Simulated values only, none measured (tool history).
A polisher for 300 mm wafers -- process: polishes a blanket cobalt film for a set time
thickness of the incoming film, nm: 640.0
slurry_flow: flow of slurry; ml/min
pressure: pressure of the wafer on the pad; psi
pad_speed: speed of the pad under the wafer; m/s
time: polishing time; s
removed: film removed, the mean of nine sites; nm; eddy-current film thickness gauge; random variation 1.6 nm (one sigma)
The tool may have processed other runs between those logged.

run 1 hour=0.0 | slurry_flow=140 pressure=2.1 pad_speed=1.12 time=25 | removed=139.61
run 2 hour=1.8 | slurry_flow=140 pressure=2.1 pad_speed=1.12 time=25 | removed=140.34
run 3 hour=10.7 | slurry_flow=140 pressure=2.1 pad_speed=0.94 time=25 | removed=122.51
run 4 hour=17.5 | slurry_flow=140 pressure=2.1 pad_speed=1.06 time=25 | removed=135.39
run 5 hour=24.8 | slurry_flow=165 pressure=2.1 pad_speed=1.06 time=25 | removed=140.69
run 6 hour=28.8 | slurry_flow=160 pressure=2.0 pad_speed=1.06 time=25 | removed=127.43
-- hour=33.1 worn pad replaced by a new one
run 7 hour=33.1 | slurry_flow=160 pressure=1.8 pad_speed=1.06 time=25 | removed=132.48
run 8 hour=40.7 | slurry_flow=160 pressure=1.7 pad_speed=1.04 time=25 | removed=121.73
run 9 hour=42.9 | slurry_flow=160 pressure=1.6 pad_speed=1.04 time=25 | removed=116.02

Run 10 comes next. What will it give?
run 10 hour=48.4 | slurry_flow=160 pressure=1.6 pad_speed=1.04 time=25 | removed=?

For run 10 the tool returned removed 113.76 nm.
